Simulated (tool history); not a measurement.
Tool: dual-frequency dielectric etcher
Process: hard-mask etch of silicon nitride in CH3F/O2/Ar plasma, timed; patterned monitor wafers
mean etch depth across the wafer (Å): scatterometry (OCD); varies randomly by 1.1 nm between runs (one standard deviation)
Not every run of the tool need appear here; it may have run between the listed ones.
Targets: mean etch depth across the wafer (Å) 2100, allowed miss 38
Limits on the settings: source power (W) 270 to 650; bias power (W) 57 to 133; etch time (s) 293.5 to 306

run,hour,source power (W),bias power (W),etch time (s),mean etch depth across the wafer (Å)
1,0,460,95,293.5,2307.2
2,5.9,460,95,306,2405.6
3,9.5,460,95,306,2422.4
4,16.5,460,95,306,2418.1
5,17.6,460,95,306,2402
6,19.2,380,95,306,2235.9
7,24.5,370,95,306,2216.6
8,28.1,300,93,306,2021.3
9,36.5,310,93,306,2056

Exactly one of the 4 candidate moves below puts every result within its allowed miss. Which one?
A,44.9,380,93,299,?
B,44.9,300,103,303,?
C,44.9,280,98,302,?
D,44.9,340,105,298,?

move,mean etch depth across the wafer (Å)
A,2171.6
B,2099.9
C,1987
D,2192.2
A: moves the result that the last run missed by most past its target, out the other side
B: hits every target within its allowed miss
C: the biggest miss grows against the last run
D: moves the result that the last run missed by most past its target, out the other side
B is the move that brings every result within its allowed miss.
